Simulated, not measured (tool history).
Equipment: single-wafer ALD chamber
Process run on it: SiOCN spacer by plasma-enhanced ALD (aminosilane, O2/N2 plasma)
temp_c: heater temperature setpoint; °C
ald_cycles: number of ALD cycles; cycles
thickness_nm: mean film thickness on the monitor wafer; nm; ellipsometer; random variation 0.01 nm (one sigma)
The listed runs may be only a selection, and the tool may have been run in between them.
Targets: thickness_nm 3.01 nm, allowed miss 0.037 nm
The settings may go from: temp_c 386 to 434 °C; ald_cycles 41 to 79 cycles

run 1 hour=0 | temp_c=410 ald_cycles=60 | thickness_nm=3.3332
run 2 hour=8.6 | temp_c=415 ald_cycles=59 | thickness_nm=3.201
run 3 hour=12.9 | temp_c=419 ald_cycles=59 | thickness_nm=3.1627
run 4 hour=20.7 | temp_c=419 ald_cycles=67 | thickness_nm=3.5785
run 5 hour=26.8 | temp_c=419 ald_cycles=73 | thickness_nm=3.9019
run 6 hour=33.4 | temp_c=423 ald_cycles=69 | thickness_nm=3.6604
run 7 hour=37.1 | temp_c=425 ald_cycles=66 | thickness_nm=3.462
run 8 hour=38.3 | temp_c=427 ald_cycles=64 | thickness_nm=3.3107
run 9 hour=46.2 | temp_c=429 ald_cycles=63 | thickness_nm=3.2419
run 10 hour=50.5 | temp_c=430 ald_cycles=62 | thickness_nm=3.1982
run 11 hour=53.6 | temp_c=431 ald_cycles=61 | thickness_nm=3.1194

Consider the 4 candidate settings below. Which is the only one whose results all fall within their allowed miss of target?
run A hour=56.7 | temp_c=434 ald_cycles=58 | thickness_nm=?
run B hour=56.7 | temp_c=431 ald_cycles=57 | thickness_nm=?
run C hour=56.7 | temp_c=429 ald_cycles=58 | thickness_nm=?
run D hour=56.7 | temp_c=434 ald_cycles=57 | thickness_nm=?

move=A thickness_nm=2.9222
move=B thickness_nm=2.905
move=C thickness_nm=2.9784
move=D thickness_nm=2.8718
A: carries the result that was furthest off beyond its target, to the other side
B: carries the result that was furthest off beyond its target, to the other side
C: each result inside its tolerance
D: carries the result that was furthest off beyond its target, to the other side
C meets every target.
